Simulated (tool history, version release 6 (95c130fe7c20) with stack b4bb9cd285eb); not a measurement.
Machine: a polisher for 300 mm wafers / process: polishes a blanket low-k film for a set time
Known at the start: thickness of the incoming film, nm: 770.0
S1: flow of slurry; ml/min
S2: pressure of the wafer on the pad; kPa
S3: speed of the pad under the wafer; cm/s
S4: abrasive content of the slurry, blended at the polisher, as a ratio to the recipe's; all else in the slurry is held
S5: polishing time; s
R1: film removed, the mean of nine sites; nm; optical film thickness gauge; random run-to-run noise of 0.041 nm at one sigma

{"run": 1, "hour": 0.0, "S1": 175, "S2": 13.1, "S3": 118, "S4": 1, "S5": 20, "R1": 9.7693}
{"run": 2, "hour": 1.2, "S1": 175, "S2": 13.1, "S3": 118, "S4": 1, "S5": 17, "R1": 8.3985}
{"run": 3, "hour": 6.2, "S1": 170, "S2": 11, "S3": 110, "S4": 1, "S5": 17, "R1": 6.7256}
{"run": 4, "hour": 8.7, "S1": 210, "S2": 11, "S3": 110, "S4": 1, "S5": 17, "R1": 6.9233}
{"run": 5, "hour": 12.1, "S1": 210, "S2": 9.7, "S3": 104, "S4": 1, "S5": 17, "R1": 5.9407}
{"run": 6, "hour": 21.1, "S1": 210, "S2": 9.7, "S3": 104, "S4": 0.8, "S5": 17, "R1": 5.1275}
{"run": 7, "hour": 22.8, "S1": 210, "S2": 9, "S3": 104, "S4": 0.8, "S5": 17, "R1": 4.8429}

Run 8 comes next. What will it give?
{"run": 8, "hour": 26.9, "S1": 210, "S2": 8.3, "S3": 104, "S4": 0.8, "S5": 17, "R1": "?"}

For run 8 the tool returned R1 4.5052 nm.
